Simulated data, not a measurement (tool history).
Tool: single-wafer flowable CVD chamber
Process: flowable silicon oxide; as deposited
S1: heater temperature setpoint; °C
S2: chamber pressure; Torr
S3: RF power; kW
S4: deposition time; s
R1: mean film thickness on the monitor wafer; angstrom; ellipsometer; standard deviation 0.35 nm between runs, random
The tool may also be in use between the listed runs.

run	hour	S1	S2	S3	S4	R1
1	0	105	0.826	2.495	241	1423.9
2	8.8	99	0.826	2.495	241	1716.6
3	13	99	0.826	2.495	241	1710.6
4	20.8	104	0.825	2.495	241	1477.5
5	27.9	99	0.825	2.495	241	1704.5
6	31	104	0.823	2.495	241	1471.6
7	37.5	108	0.822	2.495	241	1310.2
8	41.7	110	0.821	2.495	241	1239.4

Run 9, settings as shown, results not yet in. Your forecast:
9	45.5	112	0.82	2.495	241	?

Run 9 yielded R1 1160.4 angstrom.

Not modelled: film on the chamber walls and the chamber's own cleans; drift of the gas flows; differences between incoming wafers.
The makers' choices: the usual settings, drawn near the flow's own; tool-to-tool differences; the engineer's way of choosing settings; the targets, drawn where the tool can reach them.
